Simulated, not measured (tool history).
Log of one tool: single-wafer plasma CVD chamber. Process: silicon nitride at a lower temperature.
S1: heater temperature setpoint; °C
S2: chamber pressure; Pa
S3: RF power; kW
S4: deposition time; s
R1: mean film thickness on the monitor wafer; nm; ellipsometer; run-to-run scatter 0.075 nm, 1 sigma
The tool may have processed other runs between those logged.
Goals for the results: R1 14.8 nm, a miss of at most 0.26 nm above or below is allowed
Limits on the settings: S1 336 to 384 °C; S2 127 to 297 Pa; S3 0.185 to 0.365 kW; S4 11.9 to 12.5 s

run	day	S1	S2	S3	S4	R1
1	0	360	212	0.275	12.5	13.072
2	0.267	360	212	0.275	11.9	12.291
3	0.479	368	212	0.275	11.9	12.158
4	0.621	368	212	0.3	11.9	13.265
# day 0.754: capacitance manometer re-zeroed and calibrated
5	0.754	368	212	0.3	11.9	13.401
6	1.092	368	224	0.3	11.9	13.571
7	1.112	368	233	0.3	11.9	13.594
8	1.329	368	245	0.3	11.9	13.812
9	1.362	368	255	0.3	11.9	13.973

Which single option among these 4 for the next run brings every result within its allowed miss of target? Just one does.
A	1.396	363	256	0.285	11.9	?
B	1.396	353	271	0.295	12.5	?
C	1.396	368	252	0.3	12.1	?
D	1.396	380	233	0.295	12.4	?

move	R1
A	13.541
B	14.915
C	14.292
D	14.091
A: the biggest miss grows against the last run
B: hits every target within its allowed miss
C: closer than the last run, but not yet in spec
D: closer than the last run, but not yet in spec
Go with B: it meets all targets.
